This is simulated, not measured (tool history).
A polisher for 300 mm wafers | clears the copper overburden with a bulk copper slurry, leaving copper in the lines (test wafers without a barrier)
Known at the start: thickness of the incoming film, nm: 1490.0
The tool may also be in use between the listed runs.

| run | hour | flow of slurry (ml/min) | pressure of the wafer on the pad (kPa) | speed of the pad under the wafer (cm/s) | abrasive content of the slurry | overpolish time after the end point (s) | time until the end point was called (s) | dishing of a wide line in a test structure (Å) |
|---|---|---|---|---|---|---|---|---|
| 1 | 0 | 315 | 19.3 | 110 | 1 | 16 | 155.98 | 499.3 |
| 2 | 3.7 | 315 | 19.3 | 110 | 1 | 15 | 151.34 | 482.33 |
| 3 | 10.4 | 380 | 19.3 | 110 | 1 | 15 | 149.41 | 502.51 |
| 4 | 18.8 | 375 | 19.3 | 110 | 1 | 14 | 153.3 | 479.08 |
| 5 | 26.2 | 375 | 19.3 | 110 | 1 | 13 | 152.66 | 464.74 |
| 6 | 30.7 | 375 | 19.3 | 110 | 1 | 12 | 151.64 | 453.53 |

Forecast run 7:
| 7 | 37.8 | 375 | 19.3 | 110 | 1 | 11 | ? | ? |

Run 7 gave time until the end point was called (s) 152.11, dishing of a wide line in a test structure (Å) 426.03.
